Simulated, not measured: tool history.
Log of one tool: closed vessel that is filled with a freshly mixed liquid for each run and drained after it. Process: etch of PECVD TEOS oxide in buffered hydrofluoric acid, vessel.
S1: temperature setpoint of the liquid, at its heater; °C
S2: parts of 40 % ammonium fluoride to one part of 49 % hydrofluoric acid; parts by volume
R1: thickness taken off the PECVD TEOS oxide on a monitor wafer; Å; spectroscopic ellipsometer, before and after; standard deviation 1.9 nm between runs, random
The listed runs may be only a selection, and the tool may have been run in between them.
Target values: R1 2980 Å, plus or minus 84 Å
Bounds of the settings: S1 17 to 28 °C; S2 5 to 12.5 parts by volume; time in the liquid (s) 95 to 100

run 1 day=0 | S1=20 S2=7.5 time_in_the_liquid_(s)=95 | R1=2129.3
run 2 day=0.204 | S1=22 S2=7.5 time_in_the_liquid_(s)=95 | R1=2351.6
run 3 day=0.275 | S1=20 S2=7.5 time_in_the_liquid_(s)=95 | R1=2138.5
run 4 day=0.6 | S1=22 S2=7.5 time_in_the_liquid_(s)=95 | R1=2387.5
run 5 day=0.904 | S1=23 S2=7.5 time_in_the_liquid_(s)=95 | R1=2510.4
run 6 day=0.996 | S1=23 S2=7.5 time_in_the_liquid_(s)=100 | R1=2661.6
run 7 day=1.054 | S1=23.5 S2=7.5 time_in_the_liquid_(s)=100 | R1=2735.4
run 8 day=1.217 | S1=24 S2=7.5 time_in_the_liquid_(s)=100 | R1=2815.6
run 9 day=1.308 | S1=24.5 S2=7.5 time_in_the_liquid_(s)=100 | R1=2860.6

Below are 4 possible settings for the next run. Only one of them brings all results inside the allowed miss of their targets. Which is it?
run A day=1.4 | S1=27.5 S2=8.5 time_in_the_liquid_(s)=100 | R1=?
run B day=1.4 | S1=23 S2=6 time_in_the_liquid_(s)=100 | R1=?
run C day=1.4 | S1=25.5 S2=7 time_in_the_liquid_(s)=100 | R1=?
run D day=1.4 | S1=26 S2=8.5 time_in_the_liquid_(s)=100 | R1=?

move=A R1=2916.9
move=B R1=3224.9
move=C R1=3232.3
move=D R1=2691.9
A: all results land within tolerance of their targets
B: the result that was furthest off in the last run now lies on the other side of its target
C: the result that was furthest off in the last run now lies on the other side of its target
D: misses by more than the last run did
Go with A: it meets all targets.

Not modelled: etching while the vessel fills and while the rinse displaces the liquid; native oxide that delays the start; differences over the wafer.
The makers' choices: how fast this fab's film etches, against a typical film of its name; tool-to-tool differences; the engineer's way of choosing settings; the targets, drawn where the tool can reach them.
